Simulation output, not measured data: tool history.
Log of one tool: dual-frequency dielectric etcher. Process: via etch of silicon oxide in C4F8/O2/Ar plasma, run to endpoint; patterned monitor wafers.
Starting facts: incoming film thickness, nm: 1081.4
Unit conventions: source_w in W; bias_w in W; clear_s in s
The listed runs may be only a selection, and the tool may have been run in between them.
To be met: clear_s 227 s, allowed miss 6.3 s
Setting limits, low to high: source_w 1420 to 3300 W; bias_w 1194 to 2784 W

run,day,source_w,bias_w,clear_s
1,0,2360,1989,200.6
2,0.283,2360,2286,191.86
3,0.588,2740,2286,180.39
4,0.629,2740,2609,176.23
5,0.788,2970,2609,171.54
6,1.05,2970,2784,169.11
7,1.212,2760,2658,174.37
8,1.271,2290,2260,192.64
9,1.467,2190,2177,200.01
10,1.571,2110,2138,205.18
# day 1.679: bias power generator calibrated
11,1.679,2040,2116,206.21
12,1.725,1980,2089,206.84
13,2.054,1920,2052,209.34
14,2.329,1870,2019,213.39
15,2.692,1830,2001,215.05
16,2.95,1790,1985,215.24
17,3.233,1750,1965,215.96
18,3.396,1460,1859,235.79
19,3.688,1480,1866,235.12
20,3.717,1500,1872,234.42

Which single option among these 5 for the next run brings every result within its allowed miss of target? Just one does.
A,3.746,1420,1549,?
B,3.746,1650,1909,?
C,3.746,1620,1310,?
D,3.746,1420,1826,?
E,3.746,1420,1762,?

move,clear_s
A,249.43
B,225.6
C,246.61
D,240.31
E,242.3
A: further off than the last run
B: hits every target within its allowed miss
C: further off than the last run
D: further off than the last run
E: further off than the last run
The right move is B.
